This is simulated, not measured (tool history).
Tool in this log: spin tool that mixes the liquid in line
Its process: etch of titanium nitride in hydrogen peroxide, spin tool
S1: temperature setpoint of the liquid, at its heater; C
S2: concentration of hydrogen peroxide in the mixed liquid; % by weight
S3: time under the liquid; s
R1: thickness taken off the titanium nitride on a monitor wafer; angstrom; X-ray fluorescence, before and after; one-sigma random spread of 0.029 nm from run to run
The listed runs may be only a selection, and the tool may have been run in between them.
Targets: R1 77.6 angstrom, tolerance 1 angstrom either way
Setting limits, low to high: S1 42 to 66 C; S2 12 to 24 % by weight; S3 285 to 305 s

run	hour	S1	S2	S3	R1
1	0	58	16	285	159.97
2	2.5	58	16	285	161.04
3	10.6	57	16	285	150.54
4	14.9	57	16	285	149.18
5	19.4	57	16	305	158.96
6	20.7	56	16	305	149.56
7	26.8	55	16	305	139.08
8	34.3	54	16	305	129.53
9	39.2	46	16	305	72.709
10	44.5	46.5	16	305	75.551

Pick the move, out of 5, that brings all results within their allowed miss; only one does.
A	49.8	47.5	13	305	?
B	49.8	45	22	305	?
C	49.8	47	17	305	?
D	49.8	47	18	305	?
E	49.8	46	15.5	305	?

move	R1
A	77.602
B	72.119
C	79.147
D	80.114
E	72.093
A: all results in spec
B: moves away from the targets compared with the last run
C: the result that was furthest off in the last run now lies on the other side of its target
D: the result that was furthest off in the last run now lies on the other side of its target
E: moves away from the targets compared with the last run
So the answer is move A, the one that meets all the targets.
